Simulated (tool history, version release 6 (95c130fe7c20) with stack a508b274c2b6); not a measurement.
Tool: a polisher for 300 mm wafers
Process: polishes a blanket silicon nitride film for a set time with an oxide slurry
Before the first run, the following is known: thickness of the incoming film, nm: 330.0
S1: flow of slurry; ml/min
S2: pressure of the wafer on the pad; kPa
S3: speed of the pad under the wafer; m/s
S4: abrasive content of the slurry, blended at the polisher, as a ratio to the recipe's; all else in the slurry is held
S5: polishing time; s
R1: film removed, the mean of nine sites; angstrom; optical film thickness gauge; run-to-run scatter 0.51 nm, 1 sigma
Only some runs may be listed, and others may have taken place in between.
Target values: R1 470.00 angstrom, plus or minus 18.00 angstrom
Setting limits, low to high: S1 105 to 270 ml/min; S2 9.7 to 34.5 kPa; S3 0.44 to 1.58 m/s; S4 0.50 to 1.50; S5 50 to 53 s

{"run": 1, "day": 0.0, "S1": 175, "S2": 22.1, "S3": 1.0, "S4": 1.0, "S5": 50, "R1": 277.5}
{"run": 2, "day": 0.292, "S1": 175, "S2": 24.8, "S3": 1.0, "S4": 1.0, "S5": 50, "R1": 315.0}
{"run": 3, "day": 0.65, "S1": 175, "S2": 22.1, "S3": 1.0, "S4": 1.0, "S5": 50, "R1": 284.18}
{"run": 4, "day": 0.979, "S1": 175, "S2": 22.1, "S3": 1.0, "S4": 1.2, "S5": 50, "R1": 316.29}
{"run": 5, "day": 1.158, "S1": 175, "S2": 22.1, "S3": 1.0, "S4": 1.2, "S5": 50, "R1": 322.86}
{"run": 6, "day": 1.35, "S1": 150, "S2": 22.1, "S3": 1.0, "S4": 1.2, "S5": 50, "R1": 312.42}
{"run": 7, "day": 1.55, "S1": 190, "S2": 28.3, "S3": 1.02, "S4": 1.2, "S5": 50, "R1": 405.02}
{"run": 8, "day": 1.679, "S1": 190, "S2": 29.0, "S3": 1.02, "S4": 1.2, "S5": 50, "R1": 414.25}
{"run": 9, "day": 1.879, "S1": 190, "S2": 29.6, "S3": 1.02, "S4": 1.2, "S5": 50, "R1": 425.77}
{"run": 10, "day": 1.917, "S1": 190, "S2": 30.3, "S3": 1.02, "S4": 1.2, "S5": 50, "R1": 434.12}
{"run": 11, "day": 2.108, "S1": 190, "S2": 31.0, "S3": 1.02, "S4": 1.2, "S5": 50, "R1": 429.96}
{"run": 12, "day": 2.35, "S1": 195, "S2": 31.7, "S3": 1.02, "S4": 1.2, "S5": 50, "R1": 452.85}

Exercise: of the 5 proposed moves below, exactly one satisfies all targets within the stated allowed misses. Which move is it?
{"run": "A", "day": 2.592, "S1": 180, "S2": 31.0, "S3": 0.96, "S4": 1.25, "S5": 50, "R1": "?"}
{"run": "B", "day": 2.592, "S1": 235, "S2": 32.4, "S3": 1.08, "S4": 1.05, "S5": 52, "R1": "?"}
{"run": "C", "day": 2.592, "S1": 205, "S2": 29.6, "S3": 1.04, "S4": 1.1, "S5": 53, "R1": "?"}
{"run": "D", "day": 2.592, "S1": 120, "S2": 29.6, "S3": 1.18, "S4": 1.0, "S5": 53, "R1": "?"}
{"run": "E", "day": 2.592, "S1": 200, "S2": 33.8, "S3": 0.92, "S4": 1.1, "S5": 52, "R1": "?"}

move=A R1=425.57
move=B R1=468.94
move=C R1=435.57
move=D R1=407.91
move=E R1=432.43
A: its largest miss is bigger than the last run's
B: meets every target
C: its largest miss is bigger than the last run's
D: its largest miss is bigger than the last run's
E: its largest miss is bigger than the last run's
The move that meets every target is B.
